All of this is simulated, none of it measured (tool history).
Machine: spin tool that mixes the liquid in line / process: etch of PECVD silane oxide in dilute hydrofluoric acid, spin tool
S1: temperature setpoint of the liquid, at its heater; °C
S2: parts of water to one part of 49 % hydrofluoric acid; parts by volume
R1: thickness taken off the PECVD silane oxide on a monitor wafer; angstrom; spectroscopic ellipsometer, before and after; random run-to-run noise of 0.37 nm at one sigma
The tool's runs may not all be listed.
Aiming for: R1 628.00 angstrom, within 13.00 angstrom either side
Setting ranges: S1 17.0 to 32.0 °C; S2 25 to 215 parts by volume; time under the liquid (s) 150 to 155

{"run": 1, "hour": 0.0, "S1": 24.0, "S2": 120, "time under the liquid (s)": 150, "R1": 265.23}
{"run": 2, "hour": 1.7, "S1": 25.0, "S2": 115, "time under the liquid (s)": 150, "R1": 290.31}
{"run": 3, "hour": 3.2, "S1": 25.0, "S2": 115, "time under the liquid (s)": 155, "R1": 300.3}
{"run": 4, "hour": 7.6, "S1": 25.0, "S2": 115, "time under the liquid (s)": 155, "R1": 297.28}
{"run": 5, "hour": 8.3, "S1": 25.5, "S2": 110, "time under the liquid (s)": 155, "R1": 321.25}
{"run": 6, "hour": 14.8, "S1": 28.0, "S2": 110, "time under the liquid (s)": 155, "R1": 348.43}
{"run": 7, "hour": 18.8, "S1": 28.5, "S2": 105, "time under the liquid (s)": 155, "R1": 378.07}
{"run": 8, "hour": 24.9, "S1": 28.5, "S2": 105, "time under the liquid (s)": 155, "R1": 383.02}
{"run": 9, "hour": 28.3, "S1": 29.0, "S2": 100, "time under the liquid (s)": 155, "R1": 406.45}
{"run": 10, "hour": 37.2, "S1": 29.5, "S2": 95, "time under the liquid (s)": 155, "R1": 439.86}
{"run": 11, "hour": 41.2, "S1": 30.0, "S2": 90, "time under the liquid (s)": 155, "R1": 484.32}
{"run": 12, "hour": 44.6, "S1": 31.0, "S2": 80, "time under the liquid (s)": 155, "R1": 563.35}

Which of these 5 next moves meets every target?
{"run": "A", "hour": 48.0, "S1": 31.5, "S2": 75, "time under the liquid (s)": 150, "R1": "?"}
{"run": "B", "hour": 48.0, "S1": 32.0, "S2": 70, "time under the liquid (s)": 155, "R1": "?"}
{"run": "C", "hour": 48.0, "S1": 27.5, "S2": 65, "time under the liquid (s)": 155, "R1": "?"}
{"run": "D", "hour": 48.0, "S1": 26.5, "S2": 65, "time under the liquid (s)": 155, "R1": "?"}
{"run": "E", "hour": 48.0, "S1": 32.0, "S2": 80, "time under the liquid (s)": 155, "R1": "?"}

move=A R1=603.15
move=B R1=685.80
move=C R1=625.19
move=D R1=600.87
move=E R1=590.88
A: nearer than the last run, and not there yet
B: the result that was furthest off in the last run now lies on the other side of its target
C: every result lands within tolerance
D: nearer than the last run, and not there yet
E: nearer than the last run, and not there yet
The right move is C.

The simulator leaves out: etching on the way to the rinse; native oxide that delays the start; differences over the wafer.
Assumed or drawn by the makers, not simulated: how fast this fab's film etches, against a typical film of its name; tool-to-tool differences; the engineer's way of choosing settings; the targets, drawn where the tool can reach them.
